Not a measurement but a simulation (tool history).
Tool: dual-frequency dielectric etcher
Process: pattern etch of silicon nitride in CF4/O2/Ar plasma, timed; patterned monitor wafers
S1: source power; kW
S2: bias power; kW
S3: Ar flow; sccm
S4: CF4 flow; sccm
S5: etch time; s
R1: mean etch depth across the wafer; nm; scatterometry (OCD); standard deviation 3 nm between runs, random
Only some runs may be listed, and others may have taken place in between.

run,day,S1,S2,S3,S4,S5,R1
1,0.000,0.440,0.041,118,93,210.5,339.43
2,0.033,0.440,0.041,118,109,210.5,343.17
3,0.296,0.470,0.041,118,109,210.5,372.14
4,0.400,0.470,0.041,118,125,210.5,374.48
5,0.717,0.470,0.041,126,125,210.5,373.94
6,1.067,0.470,0.035,126,125,210.5,359.65
7,1.442,0.490,0.035,126,125,210.5,375.33

Expected results for the next run?
8,1.575,0.510,0.035,126,125,210.5,?

Run 8 yielded R1 397.11 nm.
